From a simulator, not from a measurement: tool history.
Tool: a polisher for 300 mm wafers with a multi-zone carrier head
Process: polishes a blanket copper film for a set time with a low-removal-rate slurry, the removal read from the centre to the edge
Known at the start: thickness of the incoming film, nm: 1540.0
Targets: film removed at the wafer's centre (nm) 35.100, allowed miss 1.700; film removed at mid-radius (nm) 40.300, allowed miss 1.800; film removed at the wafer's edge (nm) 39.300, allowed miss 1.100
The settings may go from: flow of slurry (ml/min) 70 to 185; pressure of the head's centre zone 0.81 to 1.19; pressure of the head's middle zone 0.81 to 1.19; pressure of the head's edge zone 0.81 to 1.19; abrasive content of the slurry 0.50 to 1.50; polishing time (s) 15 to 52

| run | day | flow of slurry (ml/min) | pressure of the head's centre zone | pressure of the head's middle zone | pressure of the head's edge zone | abrasive content of the slurry | polishing time (s) | film removed at the wafer's centre (nm) | film removed at mid-radius (nm) | film removed at the wafer's edge (nm) |
|---|---|---|---|---|---|---|---|---|---|---|
| 1 | 0.000 | 120 | 1.00 | 1.00 | 1.00 | 1.00 | 33 | 57.670 | 56.271 | 56.638 |
| 2 | 0.362 | 120 | 0.96 | 1.00 | 1.00 | 1.00 | 33 | 55.215 | 56.490 | 57.039 |
| 3 | 0.542 | 110 | 0.93 | 1.00 | 0.96 | 0.85 | 31 | 49.328 | 50.584 | 50.360 |
| 4 | 0.592 | 110 | 0.93 | 1.00 | 0.91 | 0.85 | 31 | 48.333 | 51.257 | 49.916 |
| 5 | 0.746 | 110 | 0.86 | 1.00 | 0.91 | 0.85 | 31 | 44.909 | 49.649 | 50.042 |
| 6 | 0.921 | 110 | 0.86 | 1.03 | 0.91 | 0.85 | 31 | 46.059 | 51.887 | 49.812 |
| 7 | 1.267 | 105 | 0.84 | 1.02 | 0.89 | 0.75 | 30 | 40.694 | 47.529 | 46.393 |
| 8 | 1.417 | 90 | 0.89 | 1.01 | 0.81 | 0.50 | 28 | 36.068 | 38.941 | 38.313 |
| 9 | 1.754 | 90 | 0.88 | 1.02 | 0.82 | 0.50 | 28 | 34.529 | 40.211 | 38.178 |
| 10 | 1.996 | 90 | 0.88 | 1.01 | 0.83 | 0.50 | 28 | 35.448 | 39.540 | 38.364 |

4 next moves are on the table. One of them brings every result within its allowed miss. Which?
| A | 2.238 | 100 | 0.83 | 0.99 | 0.85 | 0.65 | 27 | ? | ? | ? |
| B | 2.238 | 90 | 0.99 | 1.05 | 0.81 | 0.55 | 27 | ? | ? | ? |
| C | 2.238 | 95 | 0.94 | 1.07 | 0.84 | 0.50 | 26 | ? | ? | ? |
| D | 2.238 | 95 | 1.01 | 1.03 | 0.82 | 0.60 | 26 | ? | ? | ? |

| move | film removed at the wafer's centre (nm) | film removed at mid-radius (nm) | film removed at the wafer's edge (nm) |
|---|---|---|---|
| A | 34.962 | 40.261 | 39.681 |
| B | 37.983 | 39.773 | 37.097 |
| C | 35.286 | 39.134 | 36.137 |
| D | 38.533 | 38.902 | 36.819 |
A: meets every target
B: further off than the last run
C: further off than the last run
D: further off than the last run
Move A is the one to make.

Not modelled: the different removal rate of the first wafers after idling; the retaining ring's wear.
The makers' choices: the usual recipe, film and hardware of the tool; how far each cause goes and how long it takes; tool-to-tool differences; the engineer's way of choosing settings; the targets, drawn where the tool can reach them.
